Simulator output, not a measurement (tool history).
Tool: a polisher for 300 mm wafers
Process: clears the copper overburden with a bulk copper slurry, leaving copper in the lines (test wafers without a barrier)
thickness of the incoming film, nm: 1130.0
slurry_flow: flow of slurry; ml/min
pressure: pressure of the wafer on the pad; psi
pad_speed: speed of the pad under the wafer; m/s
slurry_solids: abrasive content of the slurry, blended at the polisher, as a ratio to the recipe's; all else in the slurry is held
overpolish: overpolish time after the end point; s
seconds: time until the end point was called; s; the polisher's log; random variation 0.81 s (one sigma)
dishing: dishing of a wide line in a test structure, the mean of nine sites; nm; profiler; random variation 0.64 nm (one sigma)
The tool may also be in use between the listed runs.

run 1 hour=0 | slurry_flow=130 pressure=3.3 pad_speed=1.24 slurry_solids=1 overpolish=10 | seconds=81.151 dishing=60.894
run 2 hour=7.9 | slurry_flow=125 pressure=3 pad_speed=1.3 slurry_solids=1 overpolish=8 | seconds=85.872 dishing=53.167
run 3 hour=15.3 | slurry_flow=115 pressure=2.8 pad_speed=1.36 slurry_solids=1 overpolish=7 | seconds=88.424 dishing=47.784
run 4 hour=18.8 | slurry_flow=115 pressure=2.8 pad_speed=1.36 slurry_solids=1.15 overpolish=7 | seconds=87.186 dishing=50.175
run 5 hour=26.6 | slurry_flow=115 pressure=2.8 pad_speed=1.36 slurry_solids=1.15 overpolish=5 | seconds=85.093 dishing=39.693
run 6 hour=34.3 | slurry_flow=115 pressure=2.8 pad_speed=1.36 slurry_solids=1.15 overpolish=8 | seconds=85.078 dishing=51.109

The next listed run, before its measurement:
run 7 hour=37.5 | slurry_flow=115 pressure=2.8 pad_speed=1.36 slurry_solids=1.15 overpolish=8 | seconds=? dishing=?

Run 7 gave seconds 85.066 s, dishing 53.409 nm.
